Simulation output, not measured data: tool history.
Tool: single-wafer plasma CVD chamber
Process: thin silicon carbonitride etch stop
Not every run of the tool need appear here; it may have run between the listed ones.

run,hour,RF power (W),deposition time (s),mean film thickness on the monitor wafer (Å)
1,0.0,270,16.7,96.276
2,6.4,250,16.7,94.419
3,7.4,240,16.2,90.087
4,14.5,240,15.1,84.685
5,17.3,270,15.1,87.431
6,18.0,270,13.9,80.657

Forecast run 7:
7,21.4,265,13.9,?

Run 7 came out at mean film thickness on the monitor wafer (Å) 80.408.
